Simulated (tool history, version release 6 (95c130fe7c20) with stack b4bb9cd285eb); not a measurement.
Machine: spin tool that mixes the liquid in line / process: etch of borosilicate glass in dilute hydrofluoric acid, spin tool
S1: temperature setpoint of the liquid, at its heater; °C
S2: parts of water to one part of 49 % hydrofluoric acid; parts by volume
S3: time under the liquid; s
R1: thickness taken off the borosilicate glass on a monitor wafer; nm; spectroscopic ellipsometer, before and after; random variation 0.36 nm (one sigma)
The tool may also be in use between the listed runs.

run,day,S1,S2,S3,R1
1,0.000,21.0,70,50,18.647
2,0.300,22.5,65,50,21.974
3,0.617,23.5,60,50,24.670
4,0.825,21.5,60,50,22.667
5,1.175,18.5,60,50,19.741
6,1.496,20.5,55,50,24.096

Run 7, settings as shown, results not yet in. Your forecast:
7,1.642,24.5,45,50,?

{"run 7": {"R1": 35.197}}

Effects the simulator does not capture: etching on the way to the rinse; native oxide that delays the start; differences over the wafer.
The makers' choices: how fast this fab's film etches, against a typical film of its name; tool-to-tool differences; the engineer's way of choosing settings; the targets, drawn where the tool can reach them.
